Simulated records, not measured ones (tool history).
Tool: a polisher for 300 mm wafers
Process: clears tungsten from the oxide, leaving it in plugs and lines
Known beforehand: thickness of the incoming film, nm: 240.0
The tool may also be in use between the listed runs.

| run | hour | flow of slurry (ml/min) | pressure of the wafer on the pad (psi) | speed of the pad under the wafer (m/s) | abrasive content of the slurry | overpolish time after the end point (s) | time until the end point was called (s) |
|---|---|---|---|---|---|---|---|
| 1 | 0.0 | 300 | 2.8 | 1.24 | 1.0 | 40 | 62.510 |
| 2 | 2.4 | 300 | 2.8 | 1.24 | 1.0 | 43 | 62.641 |
| 3 | 7.5 | 300 | 2.7 | 1.24 | 1.0 | 43 | 64.584 |
| 4 | 9.7 | 300 | 2.7 | 1.40 | 1.0 | 43 | 58.958 |
| 5 | 15.6 | 300 | 2.7 | 1.40 | 1.0 | 43 | 56.687 |
| 6 | 18.0 | 300 | 2.6 | 1.40 | 1.0 | 43 | 59.847 |
| 7 | 23.9 | 300 | 2.5 | 1.40 | 1.0 | 43 | 62.247 |
| 8 | 28.8 | 300 | 2.4 | 1.40 | 1.0 | 43 | 63.720 |

Predict the results of run 9:
| 9 | 36.7 | 300 | 2.3 | 1.40 | 1.0 | 43 | ? |

time until the end point was called (s): 68.183

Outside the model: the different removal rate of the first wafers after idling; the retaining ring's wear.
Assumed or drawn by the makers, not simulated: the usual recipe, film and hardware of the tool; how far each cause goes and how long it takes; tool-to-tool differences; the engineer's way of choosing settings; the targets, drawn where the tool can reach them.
